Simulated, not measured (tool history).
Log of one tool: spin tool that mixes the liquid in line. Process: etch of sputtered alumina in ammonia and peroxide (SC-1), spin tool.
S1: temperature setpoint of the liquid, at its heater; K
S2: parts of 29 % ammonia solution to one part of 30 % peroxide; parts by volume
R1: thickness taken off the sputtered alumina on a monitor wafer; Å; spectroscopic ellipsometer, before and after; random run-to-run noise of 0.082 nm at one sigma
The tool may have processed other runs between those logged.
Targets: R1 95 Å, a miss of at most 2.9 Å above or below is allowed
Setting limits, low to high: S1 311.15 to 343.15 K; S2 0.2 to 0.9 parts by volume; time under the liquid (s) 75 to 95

{"run": 1, "hour": 0.0, "S1": 327.15, "S2": 0.5, "time under the liquid (s)": 95, "R1": 60.311}
{"run": 2, "hour": 3.8, "S1": 327.15, "S2": 0.5, "time under the liquid (s)": 75, "R1": 47.133}
{"run": 3, "hour": 9.8, "S1": 328.65, "S2": 0.5, "time under the liquid (s)": 75, "R1": 51.678}
{"run": 4, "hour": 16.2, "S1": 324.15, "S2": 0.5, "time under the liquid (s)": 75, "R1": 39.704}
{"run": 5, "hour": 17.5, "S1": 317.65, "S2": 0.5, "time under the liquid (s)": 75, "R1": 28.233}
{"run": 6, "hour": 24.2, "S1": 320.65, "S2": 0.5, "time under the liquid (s)": 75, "R1": 33.102}
{"run": 7, "hour": 30.2, "S1": 328.65, "S2": 0.55, "time under the liquid (s)": 75, "R1": 51.358}
{"run": 8, "hour": 34.4, "S1": 330.15, "S2": 0.55, "time under the liquid (s)": 75, "R1": 56.509}
{"run": 9, "hour": 40.7, "S1": 331.15, "S2": 0.55, "time under the liquid (s)": 75, "R1": 58.671}
{"run": 10, "hour": 46.8, "S1": 331.15, "S2": 0.55, "time under the liquid (s)": 75, "R1": 59.674}
{"run": 11, "hour": 51.7, "S1": 332.15, "S2": 0.55, "time under the liquid (s)": 75, "R1": 62.607}
{"run": 12, "hour": 53.5, "S1": 333.15, "S2": 0.55, "time under the liquid (s)": 75, "R1": 64.705}
{"run": 13, "hour": 57.7, "S1": 334.15, "S2": 0.55, "time under the liquid (s)": 75, "R1": 68.353}
{"run": 14, "hour": 61.4, "S1": 335.15, "S2": 0.55, "time under the liquid (s)": 75, "R1": 72.467}
{"run": 15, "hour": 66.7, "S1": 335.65, "S2": 0.55, "time under the liquid (s)": 75, "R1": 75.394}
{"run": 16, "hour": 70.7, "S1": 336.15, "S2": 0.55, "time under the liquid (s)": 75, "R1": 76.686}
{"run": 17, "hour": 72.8, "S1": 336.65, "S2": 0.55, "time under the liquid (s)": 75, "R1": 78.431}
{"run": 18, "hour": 73.5, "S1": 337.15, "S2": 0.55, "time under the liquid (s)": 75, "R1": 80.292}
{"run": 19, "hour": 81.8, "S1": 337.65, "S2": 0.55, "time under the liquid (s)": 75, "R1": 81.989}

Of the 5 settings listed for the next run, only one would bring every result within its allowed miss of target. Which one?
{"run": "A", "hour": 90.1, "S1": 336.15, "S2": 0.5, "time under the liquid (s)": 95, "R1": "?"}
{"run": "B", "hour": 90.1, "S1": 337.65, "S2": 0.45, "time under the liquid (s)": 95, "R1": "?"}
{"run": "C", "hour": 90.1, "S1": 338.65, "S2": 0.5, "time under the liquid (s)": 90, "R1": "?"}
{"run": "D", "hour": 90.1, "S1": 336.15, "S2": 0.75, "time under the liquid (s)": 75, "R1": "?"}
{"run": "E", "hour": 90.1, "S1": 338.15, "S2": 0.65, "time under the liquid (s)": 90, "R1": "?"}

move=A R1=96.534
move=B R1=103.03
move=C R1=103.6
move=D R1=79.18
move=E R1=103.59
A: every result lands within tolerance
B: moves the result that the last run missed by most past its target, out the other side
C: moves the result that the last run missed by most past its target, out the other side
D: further off than the last run
E: moves the result that the last run missed by most past its target, out the other side
The move that meets every target is A.
